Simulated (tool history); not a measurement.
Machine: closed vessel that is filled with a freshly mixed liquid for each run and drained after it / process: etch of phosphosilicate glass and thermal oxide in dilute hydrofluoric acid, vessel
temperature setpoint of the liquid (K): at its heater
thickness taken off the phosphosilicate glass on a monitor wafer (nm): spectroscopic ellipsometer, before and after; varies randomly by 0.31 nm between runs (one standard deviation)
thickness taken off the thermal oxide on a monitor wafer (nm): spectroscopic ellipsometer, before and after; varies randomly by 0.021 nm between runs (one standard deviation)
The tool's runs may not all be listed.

run  hour  temperature setpoint of the liquid (K)  parts of water to one part of 49 % hydrofluoric acid (parts by volume)  time in the liquid (s)  thickness taken off the phosphosilicate glass on a monitor wafer (nm)  thickness taken off the thermal oxide on a monitor wafer (nm)
  1   0.0                                  299.15                                                                      80                      60                                                                 80.927                                                         3.5634
  2   5.5                                  302.15                                                                      80                      60                                                                 89.553                                                         4.0000
  3  12.3                                  299.15                                                                      80                      60                                                                 80.054                                                         3.4503
  4  19.0                                  298.65                                                                      85                      60                                                                 74.378                                                         3.2705
  5  21.6                                  298.65                                                                      85                      75                                                                 91.097                                                         4.0628
  6  23.1                                  297.15                                                                      85                      75                                                                 86.440                                                         3.8026

Run 7 is up next; what results do you expect?
  7  31.0                                  297.15                                                                      85                      75                                                                      ?                                                              ?

{"run 7": {"thickness taken off the phosphosilicate glass on a monitor wafer (nm)": 86.636, "thickness taken off the thermal oxide on a monitor wafer (nm)": 3.7819}}

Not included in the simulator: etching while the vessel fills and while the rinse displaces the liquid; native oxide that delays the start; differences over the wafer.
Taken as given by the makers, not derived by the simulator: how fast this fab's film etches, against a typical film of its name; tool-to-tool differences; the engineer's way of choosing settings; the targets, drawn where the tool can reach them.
